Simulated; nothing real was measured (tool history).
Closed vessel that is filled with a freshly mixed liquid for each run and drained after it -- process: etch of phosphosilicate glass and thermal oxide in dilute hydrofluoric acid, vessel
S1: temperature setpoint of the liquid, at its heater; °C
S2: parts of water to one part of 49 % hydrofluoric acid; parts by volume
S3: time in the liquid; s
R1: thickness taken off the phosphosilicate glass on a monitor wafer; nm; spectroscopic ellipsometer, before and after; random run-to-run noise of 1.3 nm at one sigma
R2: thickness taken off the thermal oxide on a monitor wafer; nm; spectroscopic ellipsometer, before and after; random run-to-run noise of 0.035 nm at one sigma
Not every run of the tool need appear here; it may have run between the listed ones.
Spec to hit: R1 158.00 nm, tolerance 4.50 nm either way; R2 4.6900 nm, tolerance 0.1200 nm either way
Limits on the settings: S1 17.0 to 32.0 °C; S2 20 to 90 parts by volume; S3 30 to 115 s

Run 1, day 0.000: S1 24.0 °C, S2 50 parts by volume, S3 60 s. Result: R1 199.09 nm, R2 5.9946 nm.
Run 2, day 0.129: S1 23.0 °C, S2 50 parts by volume, S3 60 s. Result: R1 191.49 nm, R2 5.7459 nm.
Run 3, day 0.267: S1 23.0 °C, S2 50 parts by volume, S3 80 s. Result: R1 261.65 nm, R2 7.6246 nm.
Run 4, day 0.408: S1 23.0 °C, S2 40 parts by volume, S3 80 s. Result: R1 324.20 nm, R2 9.5929 nm.
Run 5, day 0.583: S1 25.5 °C, S2 40 parts by volume, S3 80 s. Result: R1 362.92 nm, R2 10.7760 nm.
Run 6, day 0.821: S1 22.5 °C, S2 40 parts by volume, S3 80 s. Result: R1 321.90 nm, R2 9.5331 nm.
Run 7, day 1.088: S1 18.5 °C, S2 60 parts by volume, S3 80 s. Result: R1 176.96 nm, R2 5.2071 nm.
Run 8, day 1.300: S1 18.0 °C, S2 60 parts by volume, S3 80 s. Result: R1 172.97 nm, R2 5.1239 nm.
Run 9, day 1.362: S1 17.5 °C, S2 60 parts by volume, S3 80 s. Result: R1 168.91 nm, R2 5.0383 nm.
Run 10, day 1.733: S1 17.0 °C, S2 60 parts by volume, S3 80 s. Result: R1 165.96 nm, R2 4.8594 nm.

Which single option among these 4 for the next run brings every result within its allowed miss of target? Just one does.
Run A, day 2.104: S1 22.5 °C, S2 90 parts by volume, S3 90 s. Result: R1 ?, R2 ?.
Run B, day 2.104: S1 27.5 °C, S2 70 parts by volume, S3 55 s. Result: R1 ?, R2 ?.
Run C, day 2.104: S1 17.0 °C, S2 55 parts by volume, S3 70 s. Result: R1 ?, R2 ?.
Run D, day 2.104: S1 22.0 °C, S2 65 parts by volume, S3 75 s. Result: R1 ?, R2 ?.

move      R1      R2
   A  150.14  4.4582
   B  147.79  4.3883
   C  158.03  4.6924
   D  175.00  5.1961
A: carries the result that was furthest off beyond its target, to the other side
B: carries the result that was furthest off beyond its target, to the other side
C: every result lands within tolerance
D: its largest miss is bigger than the last run's
So the answer is move C, the one that meets all the targets.

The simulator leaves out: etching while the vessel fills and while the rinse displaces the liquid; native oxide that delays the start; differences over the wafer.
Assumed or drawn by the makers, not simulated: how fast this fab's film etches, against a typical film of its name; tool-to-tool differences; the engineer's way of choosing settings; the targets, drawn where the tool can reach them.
